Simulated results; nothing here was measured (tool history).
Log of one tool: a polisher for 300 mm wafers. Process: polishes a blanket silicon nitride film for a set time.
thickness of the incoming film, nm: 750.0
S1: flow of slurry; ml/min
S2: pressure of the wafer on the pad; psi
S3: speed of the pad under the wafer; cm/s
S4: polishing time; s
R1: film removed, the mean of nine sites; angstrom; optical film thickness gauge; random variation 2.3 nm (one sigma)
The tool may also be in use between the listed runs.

run,hour,S1,S2,S3,S4,R1
1,0,255,4.1,108,44,897.45
2,2.9,255,4.1,108,44,884.12
3,5.6,255,4.8,112,44,1114.1
4,13.6,280,4.8,112,44,1073
5,19.2,335,4.8,112,44,1121.2
6,26.9,335,3.8,112,44,895.56
7,29.5,340,4.9,122,44,1226.2
8,35.8,340,5.2,124,44,1308.5
9,36.5,340,5.5,126,44,1384.5

Run 10 comes next. What will it give?
10,45.2,340,5.7,128,44,?

{"run 10": {"R1": 1454.3}}

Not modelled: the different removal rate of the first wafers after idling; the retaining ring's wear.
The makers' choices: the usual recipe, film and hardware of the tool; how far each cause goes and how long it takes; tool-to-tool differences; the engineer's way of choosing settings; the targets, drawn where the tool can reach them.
